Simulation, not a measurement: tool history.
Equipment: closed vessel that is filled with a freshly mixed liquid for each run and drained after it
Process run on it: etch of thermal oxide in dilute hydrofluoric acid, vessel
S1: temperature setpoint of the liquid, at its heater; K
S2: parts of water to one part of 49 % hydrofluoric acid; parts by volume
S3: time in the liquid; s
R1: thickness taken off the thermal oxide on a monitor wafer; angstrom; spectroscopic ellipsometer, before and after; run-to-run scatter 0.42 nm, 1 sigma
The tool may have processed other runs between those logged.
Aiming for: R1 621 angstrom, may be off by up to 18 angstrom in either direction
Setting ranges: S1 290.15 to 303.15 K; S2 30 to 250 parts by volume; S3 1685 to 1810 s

| run | hour | S1 | S2 | S3 | R1 |
|---|---|---|---|---|---|
| 1 | 0 | 295.15 | 140 | 1685 | 515.56 |
| 2 | 8.2 | 295.15 | 160 | 1685 | 436.25 |
| 3 | 10.6 | 297.15 | 160 | 1685 | 478.74 |
| 4 | 13.7 | 298.65 | 160 | 1685 | 504.41 |
| 5 | 22.9 | 295.65 | 160 | 1685 | 441.63 |
| 6 | 25.9 | 297.65 | 160 | 1685 | 486.16 |
| 7 | 29.3 | 299.15 | 160 | 1685 | 512.82 |
| 8 | 35.2 | 300.15 | 160 | 1685 | 529.71 |
| 9 | 43.8 | 301.15 | 160 | 1685 | 553.89 |
| 10 | 48.6 | 301.65 | 160 | 1685 | 567.47 |
| 11 | 57.4 | 302.15 | 160 | 1685 | 572.36 |
| 12 | 61.6 | 302.65 | 160 | 1685 | 581.13 |

Exactly one of the 5 candidate moves below puts every result within its allowed miss. Which one?
| A | 65.8 | 302.65 | 145 | 1685 | ? |
| B | 65.8 | 302.65 | 170 | 1775 | ? |
| C | 65.8 | 301.65 | 165 | 1785 | ? |
| D | 65.8 | 302.15 | 160 | 1810 | ? |
| E | 65.8 | 303.15 | 150 | 1715 | ? |

| move | R1 |
|---|---|
| A | 652.18 |
| B | 567.49 |
| C | 570.85 |
| D | 611.62 |
| E | 649.1 |
A: takes the biggest miss from the last run beyond its target
B: the biggest miss grows against the last run
C: the biggest miss grows against the last run
D: meets every target
E: takes the biggest miss from the last run beyond its target
D is the move that brings every result within its allowed miss.
